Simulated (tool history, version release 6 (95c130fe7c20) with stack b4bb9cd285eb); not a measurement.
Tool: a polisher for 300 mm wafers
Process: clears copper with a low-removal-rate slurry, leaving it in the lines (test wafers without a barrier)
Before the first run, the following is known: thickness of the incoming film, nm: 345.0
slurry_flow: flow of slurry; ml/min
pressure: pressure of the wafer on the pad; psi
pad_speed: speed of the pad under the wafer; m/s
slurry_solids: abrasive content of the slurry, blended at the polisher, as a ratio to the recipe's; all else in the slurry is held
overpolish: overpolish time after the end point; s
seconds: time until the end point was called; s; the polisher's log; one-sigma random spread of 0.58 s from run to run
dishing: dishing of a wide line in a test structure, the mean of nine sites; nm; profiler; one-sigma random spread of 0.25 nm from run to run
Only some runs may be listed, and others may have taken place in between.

run  hour  slurry_flow  pressure  pad_speed  slurry_solids  overpolish  seconds  dishing
  1     0          190       4.1       1.04              1          27    81.08   21.745
  2   5.2          190       4.1       1.04            1.2          27   79.883   21.456
  3     6          190       4.3       1.04           1.25          23   74.122   21.769
  4   6.7          190       4.3       1.08            1.3          20   72.581   21.089
  5  13.3          190       4.4        1.1           1.35          18   69.115   21.263
  6  17.3          190       3.6        1.1           1.35          18   85.475   19.879

What does the tool deliver on the next run?
  7  20.8          205       4.6        1.3           1.35           8        ?        ?

{"run 7": {"seconds": 57.191, "dishing": 17.33}}

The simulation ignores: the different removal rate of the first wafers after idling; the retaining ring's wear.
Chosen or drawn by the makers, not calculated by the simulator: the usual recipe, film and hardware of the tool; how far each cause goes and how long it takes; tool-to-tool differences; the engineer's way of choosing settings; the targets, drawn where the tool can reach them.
